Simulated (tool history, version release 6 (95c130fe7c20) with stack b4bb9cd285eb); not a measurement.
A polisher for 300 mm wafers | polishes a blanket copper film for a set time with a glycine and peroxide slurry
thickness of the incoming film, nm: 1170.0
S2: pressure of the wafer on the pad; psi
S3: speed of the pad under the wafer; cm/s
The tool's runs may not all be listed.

Run 1, day 0.000: flow of slurry (ml/min) 195, S2 1.8 psi, S3 112 cm/s, polishing time (s) 50. Result: film removed (nm) 232.03.
Run 2, day 0.138: flow of slurry (ml/min) 195, S2 1.5 psi, S3 104 cm/s, polishing time (s) 50. Result: film removed (nm) 195.09.
Run 3, day 0.362: flow of slurry (ml/min) 165, S2 1.5 psi, S3 104 cm/s, polishing time (s) 50. Result: film removed (nm) 191.38.
Run 4, day 0.708: flow of slurry (ml/min) 165, S2 1.9 psi, S3 104 cm/s, polishing time (s) 50. Result: film removed (nm) 222.18.
Run 5, day 0.825: flow of slurry (ml/min) 165, S2 1.9 psi, S3 104 cm/s, polishing time (s) 44. Result: film removed (nm) 195.24.
Run 6, day 1.183: flow of slurry (ml/min) 160, S2 1.6 psi, S3 100 cm/s, polishing time (s) 44. Result: film removed (nm) 172.47.
Run 7, day 1.396: flow of slurry (ml/min) 155, S2 1.4 psi, S3 98 cm/s, polishing time (s) 44. Result: film removed (nm) 151.13.

Run 8 comes next. What will it give?
Run 8, day 1.521: flow of slurry (ml/min) 150, S2 1.3 psi, S3 98 cm/s, polishing time (s) 44. Result: film removed (nm) ?.

film removed (nm): 147.48
